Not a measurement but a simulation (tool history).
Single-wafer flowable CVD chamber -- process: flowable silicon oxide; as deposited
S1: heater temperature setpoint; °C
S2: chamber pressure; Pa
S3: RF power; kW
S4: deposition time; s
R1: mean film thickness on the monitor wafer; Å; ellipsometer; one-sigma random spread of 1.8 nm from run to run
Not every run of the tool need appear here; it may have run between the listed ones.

run	hour	S1	S2	S3	S4	R1
1	0.0	100	137	1.695	721	6101.8
2	6.0	101	137	1.695	721	5884.1
3	6.9	101	159	1.695	721	6729.9
4	11.1	101	159	1.895	721	6907.5
5	15.8	103	159	1.895	721	6509.5
6	21.8	104	159	1.895	721	6234.9
7	23.6	105	159	1.895	721	6035.3
8	25.3	106	159	1.895	721	5849.8
9	34.3	107	159	1.895	721	5667.1
10	36.8	108	159	1.895	721	5497.3

Run 11 has not been measured yet. What should we expect?
11	41.4	109	159	1.895	721	?

{"run 11": {"R1": 5268.2}}
